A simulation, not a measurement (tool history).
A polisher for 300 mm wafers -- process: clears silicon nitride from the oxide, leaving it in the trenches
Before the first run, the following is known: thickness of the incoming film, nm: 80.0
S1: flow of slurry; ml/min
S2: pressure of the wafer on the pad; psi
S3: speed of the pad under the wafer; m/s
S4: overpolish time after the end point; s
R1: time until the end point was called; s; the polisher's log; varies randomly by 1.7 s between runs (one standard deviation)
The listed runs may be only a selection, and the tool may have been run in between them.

run,day,S1,S2,S3,S4,R1
1,0.000,245,3.1,1.04,7,101.760
2,0.279,245,3.1,1.04,7,98.178
3,0.529,245,2.8,1.04,7,110.250
4,0.862,245,2.8,1.04,7,109.090
5,1.050,245,2.6,1.04,7,119.150
6,1.308,200,2.6,1.04,7,120.370
7,1.479,200,2.5,1.04,7,128.030

Run 8 has not been measured yet. What should we expect?
8,1.592,195,2.5,1.04,7,?

Run 8 gave R1 127.330 s.
